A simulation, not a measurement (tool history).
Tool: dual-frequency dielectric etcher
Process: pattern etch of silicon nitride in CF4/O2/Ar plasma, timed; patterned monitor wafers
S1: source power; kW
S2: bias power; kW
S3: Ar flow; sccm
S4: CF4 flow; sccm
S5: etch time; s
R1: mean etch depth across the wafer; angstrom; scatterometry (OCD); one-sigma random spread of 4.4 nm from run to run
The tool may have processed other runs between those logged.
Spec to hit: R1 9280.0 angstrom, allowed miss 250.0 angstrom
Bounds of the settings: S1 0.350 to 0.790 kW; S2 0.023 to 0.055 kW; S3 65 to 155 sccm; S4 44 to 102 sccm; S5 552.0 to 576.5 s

run	day	S1	S2	S3	S4	S5	R1
1	0.000	0.570	0.039	110	73	552.0	10689.0
2	0.250	0.570	0.046	110	73	552.0	11196.0
3	0.308	0.570	0.046	110	73	576.5	11541.0
4	0.588	0.570	0.046	97	73	576.5	11857.0
5	0.812	0.540	0.046	97	73	576.5	11333.0
6	1.096	0.540	0.043	97	73	576.5	11203.0
7	1.412	0.510	0.043	98	73	576.5	10619.0
8	1.738	0.490	0.043	98	73	576.5	10250.0
9	1.950	0.480	0.043	98	73	576.5	10052.0
10	2.096	0.470	0.043	98	73	576.5	9894.2
11	2.408	0.460	0.043	98	73	576.5	9749.3
12	2.738	0.420	0.043	98	73	576.5	8993.1

Exercise: of the 5 proposed moves below, exactly one satisfies all targets within the stated allowed misses. Which move is it?
A	3.067	0.440	0.049	106	60	568.5	?
B	3.067	0.420	0.045	102	68	552.0	?
C	3.067	0.510	0.041	101	89	552.5	?
D	3.067	0.490	0.040	85	84	552.0	?
E	3.067	0.480	0.043	97	64	564.0	?

move	R1
A	9242.1
B	8580.5
C	10140.0
D	9939.2
E	9722.1
A: all results land within tolerance of their targets
B: further off than the last run
C: the result that was furthest off in the last run now lies on the other side of its target
D: the result that was furthest off in the last run now lies on the other side of its target
E: the result that was furthest off in the last run now lies on the other side of its target
Correct choice: A, which meets every target
